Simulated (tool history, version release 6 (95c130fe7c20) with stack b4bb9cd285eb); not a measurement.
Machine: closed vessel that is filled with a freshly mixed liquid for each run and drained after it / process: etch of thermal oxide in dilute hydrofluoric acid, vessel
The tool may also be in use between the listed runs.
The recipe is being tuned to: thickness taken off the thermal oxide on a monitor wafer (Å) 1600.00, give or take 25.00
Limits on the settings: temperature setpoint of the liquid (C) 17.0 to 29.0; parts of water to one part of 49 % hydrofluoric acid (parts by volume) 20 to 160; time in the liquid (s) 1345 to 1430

run	hour	temperature setpoint of the liquid (C)	parts of water to one part of 49 % hydrofluoric acid (parts by volume)	time in the liquid (s)	thickness taken off the thermal oxide on a monitor wafer (Å)
1	0.0	21.0	90	1345	735.10
2	2.4	22.0	85	1345	805.45
3	7.2	20.5	85	1345	768.33
4	11.5	20.5	85	1430	819.48
5	20.5	20.5	85	1345	754.22
6	22.2	21.5	80	1345	846.86
7	26.6	22.5	75	1345	955.62
8	34.5	23.5	75	1345	995.77
9	40.9	24.0	75	1345	1010.00
10	50.0	24.5	75	1345	1027.70
11	57.3	25.0	75	1345	1054.60
12	59.5	25.5	75	1345	1071.20
13	61.2	26.0	75	1345	1086.40
# hour 66.8: hydrofluoric acid flow meter replaced
14	66.8	26.5	75	1345	1052.70
15	72.8	27.0	70	1345	1152.30
16	78.6	27.0	70	1345	1164.90
17	86.4	28.0	60	1345	1428.90

Of the 4 settings listed for the next run, only one would bring every result within its allowed miss of target. Which one?
A	94.2	28.0	60	1425	?
B	94.2	28.5	55	1345	?
C	94.2	29.0	55	1370	?
D	94.2	25.0	50	1430	?

move	thickness taken off the thermal oxide on a monitor wafer (Å)
A	1513.50
B	1601.20
C	1663.40
D	1638.50
A: gains on the last run, yet a result remains outside its allowed miss
B: every result within its allowed miss
C: takes the result that was furthest off past its target
D: takes the result that was furthest off past its target
The move that meets every target is B.

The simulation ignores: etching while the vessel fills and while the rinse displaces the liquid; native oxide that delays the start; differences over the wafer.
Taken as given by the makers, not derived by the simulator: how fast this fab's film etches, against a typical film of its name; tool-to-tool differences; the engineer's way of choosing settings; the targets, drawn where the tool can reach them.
